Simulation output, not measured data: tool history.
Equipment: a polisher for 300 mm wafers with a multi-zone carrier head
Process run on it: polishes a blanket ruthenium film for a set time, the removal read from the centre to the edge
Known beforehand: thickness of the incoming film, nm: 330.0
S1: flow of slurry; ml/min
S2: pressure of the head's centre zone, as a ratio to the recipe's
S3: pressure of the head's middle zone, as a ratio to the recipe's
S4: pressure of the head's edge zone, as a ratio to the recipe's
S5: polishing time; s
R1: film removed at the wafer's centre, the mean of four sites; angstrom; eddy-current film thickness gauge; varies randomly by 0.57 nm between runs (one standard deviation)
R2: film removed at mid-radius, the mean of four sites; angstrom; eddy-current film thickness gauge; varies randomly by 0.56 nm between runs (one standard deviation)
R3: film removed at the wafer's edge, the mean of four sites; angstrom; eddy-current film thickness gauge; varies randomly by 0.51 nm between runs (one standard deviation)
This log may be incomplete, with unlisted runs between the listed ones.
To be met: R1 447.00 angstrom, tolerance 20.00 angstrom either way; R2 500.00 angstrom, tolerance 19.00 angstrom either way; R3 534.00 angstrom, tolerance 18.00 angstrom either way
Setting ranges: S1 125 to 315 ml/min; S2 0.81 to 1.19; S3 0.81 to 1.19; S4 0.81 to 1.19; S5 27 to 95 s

run 1 hour=0.0 | S1=205 S2=1.00 S3=1.00 S4=1.00 S5=61 | R1=806.95 R2=850.88 R3=857.07
run 2 hour=3.8 | S1=200 S2=0.97 S3=0.97 S4=0.98 S5=55 | R1=712.30 R2=731.74 R3=741.17
run 3 hour=11.9 | S1=200 S2=0.97 S3=1.05 S4=0.98 S5=55 | R1=698.65 R2=786.36 R3=743.17
run 4 hour=14.1 | S1=200 S2=1.00 S3=1.05 S4=0.98 S5=55 | R1=745.14 R2=786.84 R3=758.91
run 5 hour=20.1 | S1=190 S2=0.96 S3=1.00 S4=0.98 S5=52 | R1=659.23 R2=705.71 R3=717.49
run 6 hour=22.8 | S1=190 S2=1.02 S3=1.00 S4=0.98 S5=52 | R1=687.26 R2=707.71 R3=698.78
run 7 hour=29.8 | S1=175 S2=0.98 S3=0.98 S4=0.97 S5=49 | R1=610.95 R2=650.96 R3=667.67
run 8 hour=32.4 | S1=170 S2=0.96 S3=0.96 S4=0.95 S5=47 | R1=579.52 R2=599.64 R3=623.73
run 9 hour=33.9 | S1=160 S2=0.93 S3=0.96 S4=0.93 S5=46 | R1=547.33 R2=589.99 R3=593.99
run 10 hour=37.3 | S1=140 S2=0.83 S3=0.86 S4=0.93 S5=41 | R1=420.26 R2=468.47 R3=525.42
run 11 hour=38.3 | S1=140 S2=0.83 S3=0.86 S4=0.93 S5=41 | R1=416.02 R2=457.67 R3=521.54
run 12 hour=42.9 | S1=150 S2=0.83 S3=0.87 S4=0.93 S5=41 | R1=426.87 R2=470.95 R3=529.31
run 13 hour=44.5 | S1=155 S2=0.83 S3=0.88 S4=0.93 S5=41 | R1=428.25 R2=480.42 R3=531.85

Next run, 4 choices. One meets every target within its allowed miss, the rest don't. Which?
run A hour=46.1 | S1=190 S2=0.99 S3=1.00 S4=0.81 S5=39 | R1=? R2=? R3=?
run B hour=46.1 | S1=250 S2=0.85 S3=0.98 S4=0.81 S5=38 | R1=? R2=? R3=?
run C hour=46.1 | S1=140 S2=0.91 S3=0.82 S4=0.96 S5=42 | R1=? R2=? R3=?
run D hour=46.1 | S1=130 S2=0.86 S3=0.90 S4=0.89 S5=44 | R1=? R2=? R3=?

move=A R1=506.68 R2=538.00 R3=487.20
move=B R1=442.40 R2=536.63 R3=489.09
move=C R1=466.64 R2=461.71 R3=543.15
move=D R1=452.15 R2=512.56 R3=541.48
A: pushes the last run's worst result past its target
B: pushes the last run's worst result past its target
C: further off than the last run
D: each result inside its tolerance
Move D is the one to make.

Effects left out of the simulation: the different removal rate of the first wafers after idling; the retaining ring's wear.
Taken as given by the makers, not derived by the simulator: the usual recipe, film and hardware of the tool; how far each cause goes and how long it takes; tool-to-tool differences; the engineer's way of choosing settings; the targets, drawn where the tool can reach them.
